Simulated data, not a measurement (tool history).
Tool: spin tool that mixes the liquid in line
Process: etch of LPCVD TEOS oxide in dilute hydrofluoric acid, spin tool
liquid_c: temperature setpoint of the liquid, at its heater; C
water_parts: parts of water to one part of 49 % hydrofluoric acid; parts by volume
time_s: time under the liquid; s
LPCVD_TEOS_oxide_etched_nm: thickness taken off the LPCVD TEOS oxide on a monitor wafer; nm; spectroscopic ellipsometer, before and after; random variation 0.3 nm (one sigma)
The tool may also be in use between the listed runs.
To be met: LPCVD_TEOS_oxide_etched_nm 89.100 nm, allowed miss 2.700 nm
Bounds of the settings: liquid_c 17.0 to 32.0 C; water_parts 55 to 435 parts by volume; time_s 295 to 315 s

{"run": 1, "hour": 0.0, "liquid_c": 24.0, "water_parts": 245, "time_s": 295, "LPCVD_TEOS_oxide_etched_nm": 51.843}
{"run": 2, "hour": 3.6, "liquid_c": 24.0, "water_parts": 245, "time_s": 295, "LPCVD_TEOS_oxide_etched_nm": 52.3}
{"run": 3, "hour": 4.5, "liquid_c": 26.0, "water_parts": 230, "time_s": 295, "LPCVD_TEOS_oxide_etched_nm": 60.656}
{"run": 4, "hour": 10.4, "liquid_c": 27.5, "water_parts": 220, "time_s": 295, "LPCVD_TEOS_oxide_etched_nm": 67.509}
{"run": 5, "hour": 16.8, "liquid_c": 28.5, "water_parts": 215, "time_s": 295, "LPCVD_TEOS_oxide_etched_nm": 71.32}
{"run": 6, "hour": 18.6, "liquid_c": 27.0, "water_parts": 215, "time_s": 295, "LPCVD_TEOS_oxide_etched_nm": 68.036}
{"run": 7, "hour": 27.3, "liquid_c": 27.0, "water_parts": 215, "time_s": 295, "LPCVD_TEOS_oxide_etched_nm": 67.822}
{"run": 8, "hour": 28.5, "liquid_c": 28.0, "water_parts": 210, "time_s": 295, "LPCVD_TEOS_oxide_etched_nm": 72.729}
{"run": 9, "hour": 33.1, "liquid_c": 29.0, "water_parts": 205, "time_s": 295, "LPCVD_TEOS_oxide_etched_nm": 77.583}
{"run": 10, "hour": 37.1, "liquid_c": 30.0, "water_parts": 205, "time_s": 295, "LPCVD_TEOS_oxide_etched_nm": 80.529}
{"run": 11, "hour": 39.7, "liquid_c": 30.5, "water_parts": 205, "time_s": 295, "LPCVD_TEOS_oxide_etched_nm": 81.32}
{"run": 12, "hour": 48.7, "liquid_c": 31.0, "water_parts": 205, "time_s": 295, "LPCVD_TEOS_oxide_etched_nm": 83.141}

Which of these 4 next moves meets every target?
{"run": "A", "hour": 57.7, "liquid_c": 29.0, "water_parts": 190, "time_s": 310, "LPCVD_TEOS_oxide_etched_nm": "?"}
{"run": "B", "hour": 57.7, "liquid_c": 30.0, "water_parts": 200, "time_s": 295, "LPCVD_TEOS_oxide_etched_nm": "?"}
{"run": "C", "hour": 57.7, "liquid_c": 32.0, "water_parts": 225, "time_s": 310, "LPCVD_TEOS_oxide_etched_nm": "?"}
{"run": "D", "hour": 57.7, "liquid_c": 31.5, "water_parts": 215, "time_s": 295, "LPCVD_TEOS_oxide_etched_nm": "?"}

move=A LPCVD_TEOS_oxide_etched_nm=89.718
move=B LPCVD_TEOS_oxide_etched_nm=82.968
move=C LPCVD_TEOS_oxide_etched_nm=80.407
move=D LPCVD_TEOS_oxide_etched_nm=79.735
A: meets every target
B: as far off as the last run
C: further off than the last run
D: further off than the last run
Move A is the one to make.
